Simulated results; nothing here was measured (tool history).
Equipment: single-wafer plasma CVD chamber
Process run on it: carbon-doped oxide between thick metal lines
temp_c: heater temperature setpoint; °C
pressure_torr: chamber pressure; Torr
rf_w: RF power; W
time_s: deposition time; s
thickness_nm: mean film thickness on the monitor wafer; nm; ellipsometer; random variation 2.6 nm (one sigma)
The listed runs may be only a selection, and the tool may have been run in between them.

run  hour  temp_c  pressure_torr  rf_w  time_s  thickness_nm
  1     0     330           4.82   530     115        681.58
  2   1.4     337           4.82   530     115        667.65
  3   7.8     342           4.82   530     115        663.69
  4  11.2     352           4.82   530     115        642.94
  5  13.4     352           4.82   530     110         618.6
  6  19.7     352           4.82   580     110        647.05

Run 7 has not been measured yet. What should we expect?
  7  20.9     350           5.07   595     110             ?

thickness_nm: 658.29 nm
